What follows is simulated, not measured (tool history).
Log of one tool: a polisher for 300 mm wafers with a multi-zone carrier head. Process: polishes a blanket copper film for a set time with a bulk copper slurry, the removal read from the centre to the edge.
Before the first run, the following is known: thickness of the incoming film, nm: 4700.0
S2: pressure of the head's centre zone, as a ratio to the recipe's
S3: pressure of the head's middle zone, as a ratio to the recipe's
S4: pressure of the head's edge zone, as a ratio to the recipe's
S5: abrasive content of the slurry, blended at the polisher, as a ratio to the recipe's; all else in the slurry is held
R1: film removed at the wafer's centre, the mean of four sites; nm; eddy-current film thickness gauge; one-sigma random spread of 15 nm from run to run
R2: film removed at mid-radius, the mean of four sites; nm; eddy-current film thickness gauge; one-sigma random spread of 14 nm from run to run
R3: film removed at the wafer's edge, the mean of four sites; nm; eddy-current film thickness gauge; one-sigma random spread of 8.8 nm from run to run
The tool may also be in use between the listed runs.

{"run": 1, "hour": 0.0, "flow of slurry (ml/min)": 185, "S2": 1.0, "S3": 1.0, "S4": 1.0, "S5": 1.0, "polishing time (s)": 68, "R1": 762.93, "R2": 800.51, "R3": 769.15}
{"run": 2, "hour": 8.1, "flow of slurry (ml/min)": 190, "S2": 1.01, "S3": 0.98, "S4": 1.04, "S5": 1.1, "polishing time (s)": 72, "R1": 832.17, "R2": 841.89, "R3": 840.07}
{"run": 3, "hour": 12.7, "flow of slurry (ml/min)": 195, "S2": 1.01, "S3": 0.96, "S4": 1.07, "S5": 1.2, "polishing time (s)": 76, "R1": 910.85, "R2": 870.25, "R3": 903.69}
{"run": 4, "hour": 18.0, "flow of slurry (ml/min)": 195, "S2": 1.09, "S3": 0.96, "S4": 1.07, "S5": 1.2, "polishing time (s)": 76, "R1": 966.73, "R2": 905.38, "R3": 904.28}
{"run": 5, "hour": 23.9, "flow of slurry (ml/min)": 195, "S2": 1.09, "S3": 0.96, "S4": 1.07, "S5": 1.3, "polishing time (s)": 76, "R1": 983.34, "R2": 914.47, "R3": 904.25}
{"run": 6, "hour": 31.2, "flow of slurry (ml/min)": 195, "S2": 1.09, "S3": 0.96, "S4": 1.07, "S5": 1.15, "polishing time (s)": 76, "R1": 965.75, "R2": 884.68, "R3": 900.8}
{"run": 7, "hour": 32.3, "flow of slurry (ml/min)": 200, "S2": 1.06, "S3": 0.96, "S4": 1.1, "S5": 1.15, "polishing time (s)": 79, "R1": 985.57, "R2": 905.71, "R3": 946.42}
{"run": 8, "hour": 33.5, "flow of slurry (ml/min)": 200, "S2": 1.03, "S3": 0.96, "S4": 1.12, "S5": 1.2, "polishing time (s)": 82, "R1": 1007.3, "R2": 971.49, "R3": 1001.7}
{"run": 9, "hour": 42.4, "flow of slurry (ml/min)": 200, "S2": 1.03, "S3": 0.96, "S4": 1.12, "S5": 1.2, "polishing time (s)": 82, "R1": 999.84, "R2": 946.45, "R3": 1008.5}

What will run 10 give?
{"run": 10, "hour": 42.9, "flow of slurry (ml/min)": 205, "S2": 1.02, "S3": 0.95, "S4": 1.14, "S5": 1.25, "polishing time (s)": 84, "R1": "?", "R2": "?", "R3": "?"}

Run 10 came out at R1 1005.20 nm, R2 994.96 nm, R3 1041.20 nm.
